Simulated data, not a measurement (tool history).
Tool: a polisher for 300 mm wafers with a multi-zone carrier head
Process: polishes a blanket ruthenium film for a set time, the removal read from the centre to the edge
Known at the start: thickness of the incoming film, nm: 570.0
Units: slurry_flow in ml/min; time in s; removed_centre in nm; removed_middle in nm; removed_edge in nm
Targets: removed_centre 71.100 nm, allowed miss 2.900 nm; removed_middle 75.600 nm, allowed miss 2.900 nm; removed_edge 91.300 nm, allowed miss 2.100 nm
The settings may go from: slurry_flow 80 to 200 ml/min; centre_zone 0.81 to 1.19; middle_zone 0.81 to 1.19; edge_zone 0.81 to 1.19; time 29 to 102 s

run 1 hour=0.0 | slurry_flow=130 centre_zone=1.00 middle_zone=1.00 edge_zone=1.00 time=65 | removed_centre=59.908 removed_middle=58.151 removed_edge=59.050
run 2 hour=7.7 | slurry_flow=130 centre_zone=1.00 middle_zone=1.00 edge_zone=1.00 time=79 | removed_centre=71.377 removed_middle=71.052 removed_edge=72.308
run 3 hour=9.5 | slurry_flow=130 centre_zone=1.00 middle_zone=0.93 edge_zone=1.00 time=79 | removed_centre=72.468 removed_middle=68.863 removed_edge=72.071
run 4 hour=12.7 | slurry_flow=135 centre_zone=0.98 middle_zone=0.92 edge_zone=1.02 time=80 | removed_centre=71.041 removed_middle=68.587 removed_edge=73.898
run 5 hour=21.2 | slurry_flow=135 centre_zone=0.98 middle_zone=0.86 edge_zone=1.02 time=80 | removed_centre=71.535 removed_middle=64.295 removed_edge=74.076
run 6 hour=28.6 | slurry_flow=150 centre_zone=0.98 middle_zone=0.86 edge_zone=1.02 time=80 | removed_centre=73.673 removed_middle=65.989 removed_edge=75.310
run 7 hour=30.0 | slurry_flow=150 centre_zone=0.98 middle_zone=0.86 edge_zone=1.02 time=80 | removed_centre=73.653 removed_middle=66.259 removed_edge=75.506
run 8 hour=32.2 | slurry_flow=155 centre_zone=0.97 middle_zone=0.86 edge_zone=1.04 time=81 | removed_centre=74.588 removed_middle=66.953 removed_edge=77.312
run 9 hour=37.6 | slurry_flow=170 centre_zone=0.87 middle_zone=0.91 edge_zone=1.14 time=89 | removed_centre=73.776 removed_middle=79.052 removed_edge=90.090

Which of these 5 next moves meets every target?
run A hour=43.0 | slurry_flow=170 centre_zone=0.88 middle_zone=0.95 edge_zone=1.11 time=88 | removed_centre=? removed_middle=? removed_edge=?
run B hour=43.0 | slurry_flow=190 centre_zone=0.85 middle_zone=0.92 edge_zone=1.09 time=92 | removed_centre=? removed_middle=? removed_edge=?
run C hour=43.0 | slurry_flow=190 centre_zone=0.82 middle_zone=0.83 edge_zone=1.19 time=83 | removed_centre=? removed_middle=? removed_edge=?
run D hour=43.0 | slurry_flow=150 centre_zone=0.81 middle_zone=0.81 edge_zone=1.19 time=95 | removed_centre=? removed_middle=? removed_edge=?
run E hour=43.0 | slurry_flow=155 centre_zone=0.83 middle_zone=0.86 edge_zone=1.17 time=90 | removed_centre=? removed_middle=? removed_edge=?

move=A removed_centre=73.750 removed_middle=80.033 removed_edge=88.163
move=B removed_centre=75.880 removed_middle=82.957 removed_edge=92.520
move=C removed_centre=65.979 removed_middle=68.941 removed_edge=87.426
move=D removed_centre=71.425 removed_middle=74.487 removed_edge=97.323
move=E removed_centre=69.831 removed_middle=74.412 removed_edge=91.711
A: further off than the last run
B: further off than the last run
C: takes the result that was furthest off past its target
D: brings the result that was furthest off to its target, and leaves another outside
E: meets every target
Answer: E

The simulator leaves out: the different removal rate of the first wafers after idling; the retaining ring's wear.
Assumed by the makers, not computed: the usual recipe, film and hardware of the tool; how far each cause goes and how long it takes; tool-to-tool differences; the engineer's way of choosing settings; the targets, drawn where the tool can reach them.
